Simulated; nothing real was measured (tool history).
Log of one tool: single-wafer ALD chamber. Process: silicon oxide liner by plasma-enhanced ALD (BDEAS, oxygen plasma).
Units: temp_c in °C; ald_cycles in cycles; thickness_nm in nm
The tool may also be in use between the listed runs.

run 1 hour=0 | temp_c=315 ald_cycles=39 | thickness_nm=3.7283
run 2 hour=4.8 | temp_c=315 ald_cycles=41 | thickness_nm=3.8954
run 3 hour=11.4 | temp_c=315 ald_cycles=36 | thickness_nm=3.4269
run 4 hour=19.6 | temp_c=324 ald_cycles=36 | thickness_nm=3.375
run 5 hour=27.1 | temp_c=322 ald_cycles=37 | thickness_nm=3.4691
run 6 hour=35.8 | temp_c=332 ald_cycles=37 | thickness_nm=3.4261
run 7 hour=39.8 | temp_c=322 ald_cycles=43 | thickness_nm=4.0483

Forecast run 8:
run 8 hour=45.3 | temp_c=320 ald_cycles=43 | thickness_nm=?

{"run 8": {"thickness_nm": 4.0578}}
